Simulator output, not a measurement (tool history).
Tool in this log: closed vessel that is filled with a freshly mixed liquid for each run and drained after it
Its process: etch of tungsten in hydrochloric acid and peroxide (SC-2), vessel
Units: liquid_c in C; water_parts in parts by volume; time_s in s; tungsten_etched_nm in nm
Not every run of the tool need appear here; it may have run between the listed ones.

| run | day | liquid_c | water_parts | time_s | tungsten_etched_nm |
|---|---|---|---|---|---|
| 1 | 0 | 59 | 7 | 30 | 13.516 |
| 2 | 0.304 | 59 | 7 | 30 | 13.381 |
| 3 | 0.517 | 61.5 | 7 | 30 | 15.65 |
| 4 | 0.842 | 61.5 | 7 | 30 | 15.665 |
| 5 | 0.946 | 63 | 7 | 30 | 17.232 |
| 6 | 1.225 | 64 | 7 | 30 | 18.306 |

Expected results for the next run?
| 7 | 1.346 | 65 | 7 | 30 | ? |

tungsten_etched_nm: 19.526 nm
